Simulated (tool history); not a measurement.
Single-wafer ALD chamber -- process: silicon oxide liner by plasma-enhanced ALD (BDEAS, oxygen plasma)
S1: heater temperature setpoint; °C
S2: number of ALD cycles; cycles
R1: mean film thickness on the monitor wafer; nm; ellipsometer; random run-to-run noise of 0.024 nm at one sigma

run 1 day=0 | S1=315 S2=79 | R1=6.9167
run 2 day=0.088 | S1=310 S2=79 | R1=6.9875
run 3 day=0.267 | S1=319 S2=79 | R1=6.915
run 4 day=0.562 | S1=319 S2=82 | R1=7.1916
run 5 day=0.696 | S1=314 S2=82 | R1=7.2626
run 6 day=0.9 | S1=323 S2=82 | R1=7.1492
run 7 day=1.017 | S1=323 S2=84 | R1=7.3121
-- day=1.138 thermocouple changed; heater temperature recalibrated
run 8 day=1.138 | S1=323 S2=85 | R1=7.3737

Expected results for the next run?
run 9 day=1.208 | S1=323 S2=86 | R1=?

{"run 9": {"R1": 7.49}}

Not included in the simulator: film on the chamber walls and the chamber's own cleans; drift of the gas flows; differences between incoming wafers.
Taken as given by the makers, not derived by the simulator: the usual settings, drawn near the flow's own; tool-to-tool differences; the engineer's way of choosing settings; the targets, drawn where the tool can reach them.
